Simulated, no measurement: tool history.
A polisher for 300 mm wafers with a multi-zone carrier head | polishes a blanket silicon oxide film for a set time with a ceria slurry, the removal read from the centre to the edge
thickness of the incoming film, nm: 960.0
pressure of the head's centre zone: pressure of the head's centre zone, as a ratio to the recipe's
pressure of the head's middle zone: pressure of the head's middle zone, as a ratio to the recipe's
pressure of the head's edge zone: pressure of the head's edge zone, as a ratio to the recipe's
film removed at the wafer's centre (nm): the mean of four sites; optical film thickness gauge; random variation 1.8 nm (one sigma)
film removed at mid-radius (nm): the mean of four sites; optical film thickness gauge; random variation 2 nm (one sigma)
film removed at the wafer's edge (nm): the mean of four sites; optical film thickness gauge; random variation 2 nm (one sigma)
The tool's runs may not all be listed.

run,hour,flow of slurry (ml/min),pressure of the head's centre zone,pressure of the head's middle zone,pressure of the head's edge zone,polishing time (s),film removed at the wafer's centre (nm),film removed at mid-radius (nm),film removed at the wafer's edge (nm)
1,0,290,1,1,1,59,330.21,336.27,338.77
2,5.6,290,0.98,1.02,0.96,55,307.35,316.38,309.02
3,11.5,285,0.95,1.04,0.93,52,282.59,303.61,289.07
4,14.7,285,0.95,1.1,0.93,52,280.96,317.69,284.23
5,21.2,280,0.93,1.1,0.91,50,260.05,303.69,269.18
6,28.2,270,0.92,1.1,0.89,49,251.17,301.92,264.6

Forecast run 7:
7,31,270,0.92,1.1,0.88,48,?,?,?

{"run 7": {"film removed at the wafer's centre (nm)": 242.25, "film removed at mid-radius (nm)": 291.2, "film removed at the wafer's edge (nm)": 255.56}}

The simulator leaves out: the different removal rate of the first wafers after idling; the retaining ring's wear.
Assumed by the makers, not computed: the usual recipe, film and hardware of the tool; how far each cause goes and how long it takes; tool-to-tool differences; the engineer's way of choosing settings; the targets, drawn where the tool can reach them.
